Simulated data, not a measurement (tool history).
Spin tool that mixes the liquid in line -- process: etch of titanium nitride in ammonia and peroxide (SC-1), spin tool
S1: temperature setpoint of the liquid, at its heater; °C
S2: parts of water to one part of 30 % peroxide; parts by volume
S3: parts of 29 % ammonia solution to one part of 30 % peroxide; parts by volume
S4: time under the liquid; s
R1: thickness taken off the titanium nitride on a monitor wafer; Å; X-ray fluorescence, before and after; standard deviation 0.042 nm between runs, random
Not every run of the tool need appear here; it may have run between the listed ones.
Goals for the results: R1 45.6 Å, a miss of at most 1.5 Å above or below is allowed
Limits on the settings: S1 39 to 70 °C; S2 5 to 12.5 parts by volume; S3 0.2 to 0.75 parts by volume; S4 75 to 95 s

Run 1, hour 0: S1 55 °C, S2 7 parts by volume, S3 0.45 parts by volume, S4 95 s. Result: R1 70.51 Å.
Run 2, hour 7.4: S1 55 °C, S2 8.5 parts by volume, S3 0.45 parts by volume, S4 95 s. Result: R1 64.892 Å.
Run 3, hour 11.1: S1 55 °C, S2 6.5 parts by volume, S3 0.45 parts by volume, S4 95 s. Result: R1 73.869 Å.
Run 4, hour 14.9: S1 53.5 °C, S2 6.5 parts by volume, S3 0.45 parts by volume, S4 95 s. Result: R1 66.405 Å.
Run 5, hour 23.1: S1 52.5 °C, S2 6.5 parts by volume, S3 0.45 parts by volume, S4 95 s. Result: R1 62.104 Å.
Run 6, hour 24.7: S1 51.5 °C, S2 6.5 parts by volume, S3 0.45 parts by volume, S4 95 s. Result: R1 58.489 Å.
Run 7, hour 32.1: S1 51 °C, S2 6.5 parts by volume, S3 0.45 parts by volume, S4 95 s. Result: R1 56.349 Å.
Run 8, hour 40.3: S1 50.5 °C, S2 6.5 parts by volume, S3 0.45 parts by volume, S4 95 s. Result: R1 54.352 Å.
Run 9, hour 42.4: S1 50 °C, S2 6.5 parts by volume, S3 0.45 parts by volume, S4 95 s. Result: R1 51.827 Å.

4 next moves are on the table. One of them brings every result within its allowed miss. Which?
Run A, hour 44.5: S1 51.5 °C, S2 7.5 parts by volume, S3 0.4 parts by volume, S4 75 s. Result: R1 ?.
Run B, hour 44.5: S1 54.5 °C, S2 9.5 parts by volume, S3 0.5 parts by volume, S4 90 s. Result: R1 ?.
Run C, hour 44.5: S1 51.5 °C, S2 6.5 parts by volume, S3 0.45 parts by volume, S4 90 s. Result: R1 ?.
Run D, hour 44.5: S1 52.5 °C, S2 7.5 parts by volume, S3 0.4 parts by volume, S4 75 s. Result: R1 ?.

move      R1
   A  42.119
   B  57.142
   C  55.373
   D  45.119
A: takes the biggest miss from the last run beyond its target
B: its largest miss is bigger than the last run's
C: its largest miss is bigger than the last run's
D: meets every target
Move D is the one to make.
